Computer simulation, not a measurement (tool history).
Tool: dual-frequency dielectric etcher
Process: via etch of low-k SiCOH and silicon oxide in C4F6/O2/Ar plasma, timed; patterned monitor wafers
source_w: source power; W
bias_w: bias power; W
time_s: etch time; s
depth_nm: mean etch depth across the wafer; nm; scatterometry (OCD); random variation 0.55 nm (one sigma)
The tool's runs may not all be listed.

run 1 hour=0.0 | source_w=310 bias_w=158 time_s=48.0 | depth_nm=117.73
run 2 hour=2.5 | source_w=340 bias_w=161 time_s=48.0 | depth_nm=123.65
run 3 hour=6.1 | source_w=340 bias_w=146 time_s=48.0 | depth_nm=118.43
run 4 hour=7.3 | source_w=380 bias_w=146 time_s=48.0 | depth_nm=123.36
run 5 hour=10.4 | source_w=380 bias_w=123 time_s=48.0 | depth_nm=113.56
run 6 hour=19.1 | source_w=390 bias_w=133 time_s=48.0 | depth_nm=119.91
run 7 hour=27.5 | source_w=400 bias_w=140 time_s=48.0 | depth_nm=124.44
run 8 hour=29.0 | source_w=410 bias_w=145 time_s=48.0 | depth_nm=127.28
run 9 hour=37.5 | source_w=420 bias_w=150 time_s=48.0 | depth_nm=130.74
run 10 hour=42.0 | source_w=420 bias_w=154 time_s=48.0 | depth_nm=132.16
run 11 hour=48.0 | source_w=420 bias_w=154 time_s=48.0 | depth_nm=131.12
run 12 hour=56.3 | source_w=420 bias_w=158 time_s=48.0 | depth_nm=133.50
run 13 hour=64.5 | source_w=420 bias_w=160 time_s=48.0 | depth_nm=134.29
run 14 hour=68.0 | source_w=420 bias_w=162 time_s=48.0 | depth_nm=136.20
run 15 hour=73.1 | source_w=420 bias_w=163 time_s=48.0 | depth_nm=135.31

Run 16 comes next. What will it give?
run 16 hour=73.7 | source_w=420 bias_w=164 time_s=48.0 | depth_nm=?

depth_nm: 136.66 nm

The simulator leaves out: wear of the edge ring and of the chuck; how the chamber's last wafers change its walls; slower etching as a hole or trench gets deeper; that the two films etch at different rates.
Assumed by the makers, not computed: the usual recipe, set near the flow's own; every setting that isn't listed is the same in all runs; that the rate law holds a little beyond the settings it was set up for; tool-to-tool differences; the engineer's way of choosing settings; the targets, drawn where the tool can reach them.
